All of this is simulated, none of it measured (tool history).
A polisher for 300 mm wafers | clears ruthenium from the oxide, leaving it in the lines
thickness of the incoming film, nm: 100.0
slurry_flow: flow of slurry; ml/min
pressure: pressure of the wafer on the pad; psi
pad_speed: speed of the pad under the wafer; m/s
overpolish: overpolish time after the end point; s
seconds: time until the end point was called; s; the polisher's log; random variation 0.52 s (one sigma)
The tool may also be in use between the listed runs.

run,hour,slurry_flow,pressure,pad_speed,overpolish,seconds
1,0,130,2.6,1.18,8,75.893
2,7.7,130,3,1.18,8,65.826
3,16.3,130,2.6,1.18,8,75.292
4,18.2,155,2.6,1.18,8,73.877
5,23.9,155,3,1.2,8,62.852
6,28.6,155,3.2,1.2,8,59.028

Forecast run 7:
7,31.5,155,3.4,1.2,8,?

seconds: 55.775 s

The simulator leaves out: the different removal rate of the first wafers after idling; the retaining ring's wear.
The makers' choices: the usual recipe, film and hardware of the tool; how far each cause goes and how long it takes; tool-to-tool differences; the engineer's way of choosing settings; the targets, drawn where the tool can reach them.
